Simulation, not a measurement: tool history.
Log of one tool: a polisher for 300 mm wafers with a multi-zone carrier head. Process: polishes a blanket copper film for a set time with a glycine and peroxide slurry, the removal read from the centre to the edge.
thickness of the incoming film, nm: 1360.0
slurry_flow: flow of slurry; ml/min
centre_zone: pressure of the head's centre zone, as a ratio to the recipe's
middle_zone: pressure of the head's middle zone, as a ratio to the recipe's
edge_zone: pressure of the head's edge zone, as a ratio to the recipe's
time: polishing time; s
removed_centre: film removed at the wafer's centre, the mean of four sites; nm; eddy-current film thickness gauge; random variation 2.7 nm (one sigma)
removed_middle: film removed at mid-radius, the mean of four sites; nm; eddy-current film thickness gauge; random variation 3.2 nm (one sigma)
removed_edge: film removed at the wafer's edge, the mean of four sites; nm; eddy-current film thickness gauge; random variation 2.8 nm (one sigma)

run,hour,slurry_flow,centre_zone,middle_zone,edge_zone,time,removed_centre,removed_middle,removed_edge
1,0.0,315,1.00,1.00,1.00,57,166.93,165.17,161.17
2,3.5,315,0.96,1.00,1.00,57,160.77,163.82,162.06
3,9.5,315,0.99,1.03,1.01,60,171.60,181.35,164.55
4,14.4,265,0.99,1.03,1.01,60,164.99,179.91,167.58
5,18.3,265,1.01,1.03,1.01,63,183.83,183.43,171.46
6,25.6,270,1.01,1.04,1.03,66,188.64,193.71,180.93
7,27.5,270,1.01,1.05,1.03,68,199.85,199.59,188.33
8,30.5,275,1.01,1.07,1.04,70,205.99,209.04,198.46

The next listed run, before its measurement:
9,31.2,280,1.02,1.09,1.04,71,?,?,?

{"run 9": {"removed_centre": 210.32, "removed_middle": 214.89, "removed_edge": 199.75}}

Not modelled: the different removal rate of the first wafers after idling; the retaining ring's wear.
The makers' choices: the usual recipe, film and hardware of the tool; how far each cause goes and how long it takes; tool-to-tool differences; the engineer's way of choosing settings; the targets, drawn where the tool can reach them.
